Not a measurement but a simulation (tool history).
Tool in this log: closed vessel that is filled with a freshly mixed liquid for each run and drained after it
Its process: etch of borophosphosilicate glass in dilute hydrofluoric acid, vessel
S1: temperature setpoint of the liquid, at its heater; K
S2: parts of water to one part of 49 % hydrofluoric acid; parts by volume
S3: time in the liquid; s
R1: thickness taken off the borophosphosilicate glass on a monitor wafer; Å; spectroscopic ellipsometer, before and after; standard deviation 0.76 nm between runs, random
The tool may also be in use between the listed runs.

{"run": 1, "hour": 0.0, "S1": 294.15, "S2": 295, "S3": 115, "R1": 200.58}
{"run": 2, "hour": 3.7, "S1": 295.65, "S2": 255, "S3": 115, "R1": 251.3}
{"run": 3, "hour": 8.3, "S1": 295.65, "S2": 255, "S3": 120, "R1": 261.29}
{"run": 4, "hour": 13.1, "S1": 295.65, "S2": 215, "S3": 120, "R1": 322.49}
{"run": 5, "hour": 19.3, "S1": 295.65, "S2": 285, "S3": 120, "R1": 227.72}
{"run": 6, "hour": 23.8, "S1": 295.65, "S2": 285, "S3": 120, "R1": 230.82}
{"run": 7, "hour": 25.5, "S1": 299.65, "S2": 165, "S3": 120, "R1": 515.34}

Predict the results of run 8:
{"run": 8, "hour": 29.5, "S1": 300.15, "S2": 150, "S3": 120, "R1": "?"}

{"run 8": {"R1": 599.98}}

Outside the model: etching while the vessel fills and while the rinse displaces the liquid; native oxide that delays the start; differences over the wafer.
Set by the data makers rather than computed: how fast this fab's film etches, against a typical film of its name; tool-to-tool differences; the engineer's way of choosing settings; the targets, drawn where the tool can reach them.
